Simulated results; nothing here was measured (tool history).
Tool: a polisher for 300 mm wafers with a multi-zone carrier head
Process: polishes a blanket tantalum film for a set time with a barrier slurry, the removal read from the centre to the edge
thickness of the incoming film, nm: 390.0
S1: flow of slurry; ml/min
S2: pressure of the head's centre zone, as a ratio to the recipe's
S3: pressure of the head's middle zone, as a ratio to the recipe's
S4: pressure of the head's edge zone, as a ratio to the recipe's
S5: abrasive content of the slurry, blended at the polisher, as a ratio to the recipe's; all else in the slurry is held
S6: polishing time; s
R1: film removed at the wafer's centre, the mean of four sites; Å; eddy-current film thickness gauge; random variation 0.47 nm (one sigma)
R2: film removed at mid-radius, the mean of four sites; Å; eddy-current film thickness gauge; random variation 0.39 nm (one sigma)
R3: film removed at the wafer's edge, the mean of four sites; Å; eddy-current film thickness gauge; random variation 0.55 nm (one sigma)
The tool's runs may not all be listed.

| run | hour | S1 | S2 | S3 | S4 | S5 | S6 | R1 | R2 | R3 |
|---|---|---|---|---|---|---|---|---|---|---|
| 1 | 0.0 | 145 | 1.00 | 1.00 | 1.00 | 1.00 | 64 | 1127.40 | 1161.40 | 1130.40 |
| 2 | 4.0 | 145 | 1.00 | 1.04 | 1.00 | 1.00 | 64 | 1142.30 | 1198.70 | 1156.50 |
| 3 | 5.5 | 145 | 1.00 | 1.04 | 1.00 | 1.15 | 64 | 1156.40 | 1247.90 | 1182.30 |
| 4 | 10.8 | 170 | 1.00 | 1.04 | 1.00 | 1.15 | 64 | 1238.50 | 1267.40 | 1209.40 |
| 5 | 19.8 | 145 | 0.94 | 1.03 | 1.01 | 0.95 | 55 | 918.92 | 1028.50 | 962.53 |
| 6 | 25.1 | 145 | 0.86 | 1.03 | 1.01 | 0.95 | 55 | 827.33 | 1019.90 | 976.22 |

Forecast run 7:
| 7 | 27.3 | 125 | 0.84 | 1.03 | 1.06 | 0.85 | 48 | ? | ? | ? |

{"run 7": {"R1": 660.96, "R2": 826.64, "R3": 834.57}}

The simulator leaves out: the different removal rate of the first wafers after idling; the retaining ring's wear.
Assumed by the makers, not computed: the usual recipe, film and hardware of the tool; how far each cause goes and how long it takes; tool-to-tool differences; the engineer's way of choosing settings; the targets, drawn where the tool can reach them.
